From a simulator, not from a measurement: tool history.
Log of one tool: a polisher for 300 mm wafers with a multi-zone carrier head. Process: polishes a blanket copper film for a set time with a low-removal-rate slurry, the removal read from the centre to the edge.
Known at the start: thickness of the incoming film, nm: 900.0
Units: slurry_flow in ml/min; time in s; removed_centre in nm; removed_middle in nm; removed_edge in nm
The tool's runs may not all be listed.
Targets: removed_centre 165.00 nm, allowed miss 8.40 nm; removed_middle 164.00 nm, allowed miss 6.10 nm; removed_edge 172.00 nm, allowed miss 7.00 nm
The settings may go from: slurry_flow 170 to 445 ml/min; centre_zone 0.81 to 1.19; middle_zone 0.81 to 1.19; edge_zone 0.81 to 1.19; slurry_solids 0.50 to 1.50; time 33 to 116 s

run	day	slurry_flow	centre_zone	middle_zone	edge_zone	slurry_solids	time	removed_centre	removed_middle	removed_edge
1	0.000	285	1.00	1.00	1.00	1.00	74	287.77	282.47	288.32
2	0.188	285	1.00	1.05	1.00	1.00	74	287.28	292.73	292.35
3	0.233	280	0.99	1.03	0.99	0.95	70	259.78	265.04	270.62
4	0.417	280	0.99	0.95	0.99	0.95	70	270.11	258.75	270.02
5	0.542	280	0.99	0.95	0.99	0.95	64	239.58	234.73	244.75
6	0.762	280	0.99	0.95	1.04	0.95	64	236.67	229.23	249.16
7	1.079	275	0.94	0.90	0.94	0.70	43	146.29	139.94	148.05
8	1.258	275	0.94	0.90	0.94	0.70	43	144.97	140.79	150.88

4 next moves are on the table. One of them brings every result within its allowed miss. Which?
A	1.438	325	0.85	0.92	1.01	0.60	45	?	?	?
B	1.438	340	0.90	0.91	0.93	0.80	48	?	?	?
C	1.438	235	0.81	0.86	1.07	0.70	52	?	?	?
D	1.438	290	1.19	0.81	0.98	0.80	39	?	?	?

move	removed_centre	removed_middle	removed_edge
A	141.23	146.84	154.50
B	167.38	166.03	170.47
C	156.47	161.23	183.47
D	163.21	122.64	139.68
A: nearer than the last run, and not there yet
B: meets every target
C: brings the result that was furthest off to its target, and leaves another outside
D: further off than the last run
Move B is the one to make.
